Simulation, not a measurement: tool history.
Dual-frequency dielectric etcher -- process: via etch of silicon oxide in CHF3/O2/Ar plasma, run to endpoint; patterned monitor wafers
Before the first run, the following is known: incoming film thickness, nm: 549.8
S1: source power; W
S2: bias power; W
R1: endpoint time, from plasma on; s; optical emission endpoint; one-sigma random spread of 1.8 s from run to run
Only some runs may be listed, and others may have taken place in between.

run 1 day=0 | S1=680 S2=154 | R1=257.06
run 2 day=0.079 | S1=630 S2=151 | R1=266.93
run 3 day=0.433 | S1=630 S2=170 | R1=253.33
run 4 day=0.762 | S1=530 S2=170 | R1=268.56
run 5 day=1.133 | S1=480 S2=170 | R1=279.13
run 6 day=1.275 | S1=560 S2=170 | R1=264.06

For run 7, what comes out?
run 7 day=1.55 | S1=530 S2=166 | R1=?

Run 7 yielded R1 270.62 s.
